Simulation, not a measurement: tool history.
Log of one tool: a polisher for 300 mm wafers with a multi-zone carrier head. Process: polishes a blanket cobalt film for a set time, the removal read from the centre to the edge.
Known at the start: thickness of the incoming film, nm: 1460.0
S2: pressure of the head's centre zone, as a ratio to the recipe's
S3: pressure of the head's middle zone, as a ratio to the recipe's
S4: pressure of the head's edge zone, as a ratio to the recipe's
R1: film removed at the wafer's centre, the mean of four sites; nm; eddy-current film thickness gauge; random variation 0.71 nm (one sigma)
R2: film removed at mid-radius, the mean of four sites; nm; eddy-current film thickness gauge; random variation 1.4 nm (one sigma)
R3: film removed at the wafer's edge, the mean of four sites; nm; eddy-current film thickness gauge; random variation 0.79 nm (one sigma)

Run 1, hour 0: flow of slurry (ml/min) 205, S2 1, S3 1, S4 1, polishing time (s) 54. Result: R1 169.09 nm, R2 164.39 nm, R3 171 nm.
Run 2, hour 6.5: flow of slurry (ml/min) 205, S2 1, S3 1, S4 1.03, polishing time (s) 54. Result: R1 165.16 nm, R2 163.39 nm, R3 170.52 nm.
Run 3, hour 13.6: flow of slurry (ml/min) 205, S2 1, S3 0.97, S4 1.03, polishing time (s) 54. Result: R1 167.04 nm, R2 158.8 nm, R3 174.95 nm.
Run 4, hour 16.7: flow of slurry (ml/min) 195, S2 0.97, S3 0.98, S4 1, polishing time (s) 49. Result: R1 145.17 nm, R2 145.74 nm, R3 154.17 nm.
Run 5, hour 18.3: flow of slurry (ml/min) 190, S2 0.95, S3 0.98, S4 0.97, polishing time (s) 45. Result: R1 131.72 nm, R2 134.53 nm, R3 139.58 nm.
Run 6, hour 25.3: flow of slurry (ml/min) 190, S2 0.95, S3 0.98, S4 0.9, polishing time (s) 45. Result: R1 131.58 nm, R2 135.52 nm, R3 133.91 nm.

Run 7 comes next. What will it give?
Run 7, hour 27.8: flow of slurry (ml/min) 185, S2 0.93, S3 0.97, S4 0.89, polishing time (s) 42. Result: R1 ?, R2 ?, R3 ?.

R1: 118.01 nm
R2: 125.03 nm
R3: 125.12 nm

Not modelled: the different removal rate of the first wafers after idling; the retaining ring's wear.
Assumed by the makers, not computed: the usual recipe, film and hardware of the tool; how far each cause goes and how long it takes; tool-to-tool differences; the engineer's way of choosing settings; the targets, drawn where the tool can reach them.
